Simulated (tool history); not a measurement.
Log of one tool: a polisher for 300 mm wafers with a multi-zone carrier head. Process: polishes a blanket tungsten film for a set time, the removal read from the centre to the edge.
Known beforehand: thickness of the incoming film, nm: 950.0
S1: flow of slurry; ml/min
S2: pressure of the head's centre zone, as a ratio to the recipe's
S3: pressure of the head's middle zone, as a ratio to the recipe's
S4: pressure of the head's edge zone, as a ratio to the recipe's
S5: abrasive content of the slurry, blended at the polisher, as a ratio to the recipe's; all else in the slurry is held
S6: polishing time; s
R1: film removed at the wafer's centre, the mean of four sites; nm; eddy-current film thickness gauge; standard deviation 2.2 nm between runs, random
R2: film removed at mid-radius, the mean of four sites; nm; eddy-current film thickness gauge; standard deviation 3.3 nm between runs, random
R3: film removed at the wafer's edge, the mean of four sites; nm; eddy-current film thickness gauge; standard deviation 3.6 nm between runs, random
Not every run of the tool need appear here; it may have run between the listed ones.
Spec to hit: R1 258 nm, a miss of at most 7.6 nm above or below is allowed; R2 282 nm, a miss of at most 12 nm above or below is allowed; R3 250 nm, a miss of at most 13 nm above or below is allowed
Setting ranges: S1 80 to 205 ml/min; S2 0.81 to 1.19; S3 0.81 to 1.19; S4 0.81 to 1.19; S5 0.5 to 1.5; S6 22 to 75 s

run 1 day=0 | S1=135 S2=1 S3=1 S4=1 S5=1 S6=48 | R1=292.52 R2=285.35 R3=284.56
run 2 day=0.025 | S1=135 S2=0.95 S3=1 S4=1 S5=1 S6=48 | R1=272.4 R2=285.04 R3=284
run 3 day=0.079 | S1=135 S2=0.95 S3=1.01 S4=0.98 S5=1 S6=48 | R1=276.58 R2=286.33 R3=284.4
run 4 day=0.446 | S1=110 S2=0.95 S3=1.01 S4=0.98 S5=1 S6=48 | R1=261.69 R2=275.69 R3=274.84
run 5 day=0.558 | S1=110 S2=0.95 S3=1.01 S4=0.98 S5=1 S6=42 | R1=229.63 R2=243.38 R3=238.99
run 6 day=0.812 | S1=110 S2=0.95 S3=1.01 S4=0.98 S5=1.1 S6=42 | R1=230.37 R2=246.04 R3=245.19
run 7 day=1.129 | S1=115 S2=0.95 S3=1.02 S4=0.97 S5=1.1 S6=42 | R1=238.33 R2=250.59 R3=245.81
run 8 day=1.179 | S1=120 S2=0.95 S3=1.03 S4=0.97 S5=1.1 S6=42 | R1=238.49 R2=254.06 R3=248.72
run 9 day=1.321 | S1=125 S2=0.95 S3=1.05 S4=0.96 S5=1.1 S6=42 | R1=240.61 R2=266.35 R3=245.37
run 10 day=1.446 | S1=130 S2=0.95 S3=1.05 S4=0.96 S5=1.1 S6=42 | R1=245.4 R2=263.87 R3=244.93
run 11 day=1.504 | S1=135 S2=0.95 S3=1.06 S4=0.96 S5=1.1 S6=42 | R1=246.32 R2=266.72 R3=258.21
run 12 day=1.733 | S1=135 S2=0.95 S3=1.07 S4=0.94 S5=1.1 S6=42 | R1=245 R2=270.24 R3=247.14
run 13 day=1.779 | S1=140 S2=0.95 S3=1.07 S4=0.94 S5=1.1 S6=42 | R1=249.36 R2=271.67 R3=247.5

Consider the 5 candidate settings below. Which is the only one whose results all fall within their allowed miss of target?
run A day=1.825 | S1=115 S2=0.95 S3=1.06 S4=0.83 S5=1.1 S6=46 | R1=? R2=? R3=?
run B day=1.825 | S1=165 S2=0.98 S3=0.89 S4=1.09 S5=1.15 S6=42 | R1=? R2=? R3=?
run C day=1.825 | S1=130 S2=0.95 S3=0.97 S4=1.04 S5=1.2 S6=44 | R1=? R2=? R3=?
run D day=1.825 | S1=120 S2=0.85 S3=1.15 S4=1.06 S5=1 S6=49 | R1=? R2=? R3=?
run E day=1.825 | S1=150 S2=0.9 S3=1 S4=0.97 S5=0.95 S6=44 | R1=? R2=? R3=?

move=A R1=255.96 R2=280.43 R3=251.31
move=B R1=266.55 R2=242.84 R3=279.52
move=C R1=258.25 R2=261.94 R3=278.27
move=D R1=242.26 R2=317.15 R3=296.34
move=E R1=241.53 R2=264.13 R3=262.04
A: every result within its allowed miss
B: takes the result that was furthest off past its target
C: the furthest-off result lands on target, but another misses its tolerance
D: moves away from the targets compared with the last run
E: moves away from the targets compared with the last run
Answer: A

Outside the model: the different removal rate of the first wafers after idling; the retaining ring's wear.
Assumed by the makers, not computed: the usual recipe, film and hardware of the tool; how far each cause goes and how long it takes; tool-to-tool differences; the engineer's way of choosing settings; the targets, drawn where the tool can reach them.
